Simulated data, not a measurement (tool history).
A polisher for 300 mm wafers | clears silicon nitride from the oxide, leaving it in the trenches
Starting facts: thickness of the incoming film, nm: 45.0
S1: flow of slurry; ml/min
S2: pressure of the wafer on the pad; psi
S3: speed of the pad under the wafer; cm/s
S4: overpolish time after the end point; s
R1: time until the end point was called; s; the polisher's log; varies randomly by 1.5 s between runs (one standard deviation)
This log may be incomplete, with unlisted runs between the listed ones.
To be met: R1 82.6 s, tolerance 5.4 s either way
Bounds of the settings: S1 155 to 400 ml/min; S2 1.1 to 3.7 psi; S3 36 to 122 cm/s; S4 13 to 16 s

| run | hour | S1 | S2 | S3 | S4 | R1 |
|---|---|---|---|---|---|---|
| 1 | 0 | 255 | 2.4 | 78 | 16 | 56.302 |
| 2 | 3.5 | 255 | 2.4 | 78 | 13 | 54.967 |
| 3 | 6.4 | 255 | 2.2 | 76 | 13 | 62.678 |
| 4 | 9.2 | 255 | 2.1 | 76 | 13 | 64.662 |
| 5 | 13.5 | 255 | 2.6 | 76 | 13 | 51.392 |
| 6 | 18.8 | 255 | 2.6 | 76 | 13 | 54.389 |
| 7 | 23.9 | 255 | 2.3 | 74 | 13 | 61.135 |
| 8 | 31.2 | 255 | 2.1 | 74 | 13 | 68.276 |
| 9 | 35.7 | 255 | 2 | 74 | 13 | 69.314 |
| 10 | 42.7 | 255 | 1.9 | 74 | 13 | 75.176 |
| 11 | 44.6 | 255 | 1.9 | 74 | 13 | 72.667 |

Consider the 4 candidate settings below. Which is the only one whose results all fall within their allowed miss of target?
| A | 46.5 | 210 | 2 | 78 | 13 | ? |
| B | 46.5 | 265 | 1.9 | 82 | 13 | ? |
| C | 46.5 | 280 | 1.2 | 104 | 13 | ? |
| D | 46.5 | 295 | 2 | 84 | 13 | ? |

| move | R1 |
|---|---|
| A | 64.79 |
| B | 63.255 |
| C | 77.339 |
| D | 58.232 |
A: its largest miss is bigger than the last run's
B: its largest miss is bigger than the last run's
C: hits every target within its allowed miss
D: its largest miss is bigger than the last run's
Correct choice: C, which meets every target

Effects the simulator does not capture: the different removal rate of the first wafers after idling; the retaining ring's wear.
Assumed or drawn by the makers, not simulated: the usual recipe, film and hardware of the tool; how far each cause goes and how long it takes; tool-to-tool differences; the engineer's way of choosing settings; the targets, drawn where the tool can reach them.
